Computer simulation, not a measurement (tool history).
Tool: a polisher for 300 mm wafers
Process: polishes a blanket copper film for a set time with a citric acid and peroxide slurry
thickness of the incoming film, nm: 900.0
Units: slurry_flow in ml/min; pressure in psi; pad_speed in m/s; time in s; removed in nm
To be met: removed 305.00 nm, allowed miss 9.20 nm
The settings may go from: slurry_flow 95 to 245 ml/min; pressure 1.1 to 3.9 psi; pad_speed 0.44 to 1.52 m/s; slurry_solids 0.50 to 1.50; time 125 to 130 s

| run | day | slurry_flow | pressure | pad_speed | slurry_solids | time | removed |
|---|---|---|---|---|---|---|---|
| 1 | 0.000 | 155 | 2.5 | 0.98 | 1.00 | 125 | 189.28 |
| 2 | 0.200 | 160 | 2.7 | 0.98 | 1.00 | 125 | 204.67 |
| 3 | 0.567 | 165 | 2.9 | 0.98 | 1.00 | 125 | 216.14 |
| 4 | 0.588 | 165 | 3.1 | 0.98 | 1.00 | 125 | 229.15 |
| 5 | 0.900 | 165 | 3.2 | 0.98 | 1.00 | 125 | 237.45 |
| 6 | 1.121 | 165 | 3.2 | 0.80 | 1.00 | 125 | 198.58 |
| 7 | 1.371 | 195 | 3.9 | 0.94 | 1.00 | 125 | 287.00 |
| 8 | 1.646 | 195 | 3.9 | 0.96 | 1.00 | 125 | 294.04 |

Which of these 4 next moves meets every target?
| A | 1.921 | 200 | 3.8 | 0.94 | 0.95 | 127 | ? |
| B | 1.921 | 225 | 3.9 | 0.90 | 1.00 | 127 | ? |
| C | 1.921 | 195 | 3.7 | 0.96 | 0.95 | 125 | ? |
| D | 1.921 | 185 | 3.9 | 0.98 | 0.95 | 130 | ? |

| move | removed |
|---|---|
| A | 279.60 |
| B | 284.02 |
| C | 272.52 |
| D | 302.15 |
A: further off than the last run
B: further off than the last run
C: further off than the last run
D: meets every target
Answer: D
